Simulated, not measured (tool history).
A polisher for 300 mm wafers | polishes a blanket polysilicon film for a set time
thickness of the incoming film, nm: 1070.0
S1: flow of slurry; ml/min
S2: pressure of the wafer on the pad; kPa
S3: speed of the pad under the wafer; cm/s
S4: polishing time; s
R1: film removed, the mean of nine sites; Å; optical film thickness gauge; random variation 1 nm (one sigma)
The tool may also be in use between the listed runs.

run	day	S1	S2	S3	S4	R1
1	0.000	250	19.3	88	38	2596.7
2	0.192	250	19.3	110	38	3229.5
3	0.496	250	15.9	94	38	2361.0
4	0.729	250	15.9	94	38	2388.1
5	0.967	250	15.9	94	35	2172.3
6	1.017	250	13.1	94	35	1826.5
7	1.042	245	11.7	84	35	1479.7

The next listed run, before its measurement:
8	1.142	230	9.0	68	35	?

Run 8 gave R1 963.5 Å.

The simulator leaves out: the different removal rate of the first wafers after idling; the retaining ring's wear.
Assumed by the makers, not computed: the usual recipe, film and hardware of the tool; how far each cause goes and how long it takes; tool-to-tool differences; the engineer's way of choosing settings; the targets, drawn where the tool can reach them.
